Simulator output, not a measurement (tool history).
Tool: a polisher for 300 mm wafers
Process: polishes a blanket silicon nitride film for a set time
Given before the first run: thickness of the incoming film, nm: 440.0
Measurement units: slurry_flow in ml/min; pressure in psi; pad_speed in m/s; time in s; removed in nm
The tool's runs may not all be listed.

run  hour  slurry_flow  pressure  pad_speed  time  removed
  1     0          285       2.4       1.02   108   111.69
  2   8.1          285       2.4       1.22   108   128.27
  3    11          285       2.4       1.22   114   136.79
  4  14.7          285       2.2       1.18   114   127.33
  5  19.4          285       2.1       1.12   114   115.55
  6  22.9          285       2.1       1.28   114   130.29
  7  26.6          285         2       1.22   114    119.6
  8    35          285       1.9       1.18   114   112.27
  9  35.7          285       1.8       1.14   114   102.43
 10  42.4          285       1.7       1.12   114   96.306

Run 11 is up next; what results do you expect?
 11  48.8          285       1.1       0.96   113        ?

{"run 11": {"removed": 61.173}}

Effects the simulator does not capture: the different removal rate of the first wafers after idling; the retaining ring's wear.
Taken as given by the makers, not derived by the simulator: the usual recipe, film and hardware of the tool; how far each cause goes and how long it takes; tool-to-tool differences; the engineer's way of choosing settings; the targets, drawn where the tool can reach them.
